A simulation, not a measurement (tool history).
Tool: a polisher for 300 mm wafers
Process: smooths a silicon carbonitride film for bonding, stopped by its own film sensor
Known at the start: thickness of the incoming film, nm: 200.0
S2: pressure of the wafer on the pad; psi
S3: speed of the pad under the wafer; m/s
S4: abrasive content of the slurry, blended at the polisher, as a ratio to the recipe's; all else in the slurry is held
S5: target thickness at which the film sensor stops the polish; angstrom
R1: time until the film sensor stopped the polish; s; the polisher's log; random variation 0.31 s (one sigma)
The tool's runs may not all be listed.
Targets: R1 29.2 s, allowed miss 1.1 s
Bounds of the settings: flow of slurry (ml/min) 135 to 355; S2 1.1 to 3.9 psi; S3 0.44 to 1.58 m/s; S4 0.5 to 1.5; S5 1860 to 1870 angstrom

Run 1, day 0: flow of slurry (ml/min) 225, S2 2.5 psi, S3 1 m/s, S4 1, S5 1860 angstrom. Result: R1 41.953 s.
Run 2, day 0.054: flow of slurry (ml/min) 225, S2 2.1 psi, S3 1 m/s, S4 1, S5 1860 angstrom. Result: R1 49.827 s.
Run 3, day 0.354: flow of slurry (ml/min) 225, S2 2.3 psi, S3 1 m/s, S4 1, S5 1860 angstrom. Result: R1 44.704 s.
Run 4, day 0.475: flow of slurry (ml/min) 225, S2 2.5 psi, S3 1 m/s, S4 1, S5 1860 angstrom. Result: R1 41.702 s.
At day 0.633: slurry nozzle cleaned.
Run 5, day 0.633: flow of slurry (ml/min) 225, S2 2.6 psi, S3 1 m/s, S4 1, S5 1860 angstrom. Result: R1 39.125 s.
Run 6, day 0.996: flow of slurry (ml/min) 225, S2 2.6 psi, S3 1 m/s, S4 0.8, S5 1860 angstrom. Result: R1 43.044 s.
Run 7, day 1.292: flow of slurry (ml/min) 225, S2 2.6 psi, S3 1 m/s, S4 0.8, S5 1860 angstrom. Result: R1 43.572 s.
Run 8, day 1.471: flow of slurry (ml/min) 225, S2 2.8 psi, S3 1 m/s, S4 0.8, S5 1860 angstrom. Result: R1 41.754 s.
Run 9, day 1.65: flow of slurry (ml/min) 230, S2 3.5 psi, S3 1.04 m/s, S4 0.8, S5 1860 angstrom. Result: R1 31.515 s.

Which of these 4 next moves meets every target?
Run A, day 1.829: flow of slurry (ml/min) 215, S2 3.5 psi, S3 1.2 m/s, S4 0.85, S5 1870 angstrom. Result: R1 ?.
Run B, day 1.829: flow of slurry (ml/min) 230, S2 3.7 psi, S3 1.1 m/s, S4 0.85, S5 1870 angstrom. Result: R1 ?.
Run C, day 1.829: flow of slurry (ml/min) 230, S2 3.8 psi, S3 1.26 m/s, S4 0.8, S5 1860 angstrom. Result: R1 ?.
Run D, day 1.829: flow of slurry (ml/min) 240, S2 3.5 psi, S3 1 m/s, S4 0.85, S5 1870 angstrom. Result: R1 ?.

move      R1
   A  27.004
   B  26.499
   C  26.973
   D  29.174
A: takes the result that was furthest off past its target
B: takes the result that was furthest off past its target
C: takes the result that was furthest off past its target
D: meets every target
Answer: D

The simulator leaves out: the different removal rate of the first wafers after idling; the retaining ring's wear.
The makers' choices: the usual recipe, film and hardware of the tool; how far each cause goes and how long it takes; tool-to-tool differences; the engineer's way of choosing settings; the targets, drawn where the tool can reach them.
